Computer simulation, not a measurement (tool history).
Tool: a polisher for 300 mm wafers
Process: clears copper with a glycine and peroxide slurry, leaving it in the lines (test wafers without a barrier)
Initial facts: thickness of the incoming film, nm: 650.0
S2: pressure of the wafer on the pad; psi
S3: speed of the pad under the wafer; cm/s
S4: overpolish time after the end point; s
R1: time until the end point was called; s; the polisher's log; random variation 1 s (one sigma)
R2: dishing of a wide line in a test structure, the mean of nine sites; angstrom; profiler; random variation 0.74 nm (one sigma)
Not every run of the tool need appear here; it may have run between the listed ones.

{"run": 1, "hour": 0.0, "flow of slurry (ml/min)": 295, "S2": 2.7, "S3": 106, "S4": 14, "R1": 123.77, "R2": 400.85}
{"run": 2, "hour": 4.6, "flow of slurry (ml/min)": 220, "S2": 2.7, "S3": 106, "S4": 14, "R1": 127.5, "R2": 406.04}
{"run": 3, "hour": 9.3, "flow of slurry (ml/min)": 220, "S2": 3.2, "S3": 106, "S4": 14, "R1": 111.88, "R2": 428.94}
{"run": 4, "hour": 17.4, "flow of slurry (ml/min)": 220, "S2": 3.2, "S3": 94, "S4": 14, "R1": 124.25, "R2": 405.11}
{"run": 5, "hour": 19.3, "flow of slurry (ml/min)": 220, "S2": 3.2, "S3": 94, "S4": 10, "R1": 124.57, "R2": 317.45}
{"run": 6, "hour": 20.0, "flow of slurry (ml/min)": 220, "S2": 3.2, "S3": 94, "S4": 6, "R1": 125.02, "R2": 206.61}
{"run": 7, "hour": 27.3, "flow of slurry (ml/min)": 215, "S2": 3.3, "S3": 92, "S4": 9, "R1": 123.7, "R2": 292.24}

Run 8 is up next; what results do you expect?
{"run": 8, "hour": 35.5, "flow of slurry (ml/min)": 210, "S2": 3.4, "S3": 88, "S4": 11, "R1": "?", "R2": "?"}

R1: 125.19 s
R2: 332.88 angstrom

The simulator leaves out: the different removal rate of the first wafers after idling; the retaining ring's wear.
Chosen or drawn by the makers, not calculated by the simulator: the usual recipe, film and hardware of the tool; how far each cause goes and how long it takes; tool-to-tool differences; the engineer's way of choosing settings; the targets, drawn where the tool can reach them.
